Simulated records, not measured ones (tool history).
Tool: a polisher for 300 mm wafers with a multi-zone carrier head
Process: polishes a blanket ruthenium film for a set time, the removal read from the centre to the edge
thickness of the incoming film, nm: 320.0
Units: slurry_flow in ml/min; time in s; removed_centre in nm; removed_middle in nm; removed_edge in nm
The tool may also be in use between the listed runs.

run 1 hour=0 | slurry_flow=160 centre_zone=1 middle_zone=1 edge_zone=1 time=46 | removed_centre=34.167 removed_middle=33.429 removed_edge=33.56
run 2 hour=0.6 | slurry_flow=160 centre_zone=0.96 middle_zone=1 edge_zone=1 time=46 | removed_centre=33.892 removed_middle=32.97 removed_edge=33.67
run 3 hour=3.1 | slurry_flow=160 centre_zone=0.96 middle_zone=1 edge_zone=1 time=54 | removed_centre=39.355 removed_middle=39.305 removed_edge=39.916
run 4 hour=8.4 | slurry_flow=160 centre_zone=0.96 middle_zone=1 edge_zone=1 time=45 | removed_centre=32.135 removed_middle=32.65 removed_edge=33.504
run 5 hour=13.5 | slurry_flow=125 centre_zone=0.96 middle_zone=1 edge_zone=1 time=45 | removed_centre=31.378 removed_middle=32.129 removed_edge=32.623
run 6 hour=16.7 | slurry_flow=125 centre_zone=0.96 middle_zone=1 edge_zone=1 time=55 | removed_centre=37.941 removed_middle=39.248 removed_edge=39.595

Run 7 comes next. What will it give?
run 7 hour=18.7 | slurry_flow=125 centre_zone=0.95 middle_zone=0.97 edge_zone=0.99 time=49 | removed_centre=? removed_middle=? removed_edge=?

{"run 7": {"removed_centre": 33.288, "removed_middle": 33.308, "removed_edge": 35.013}}
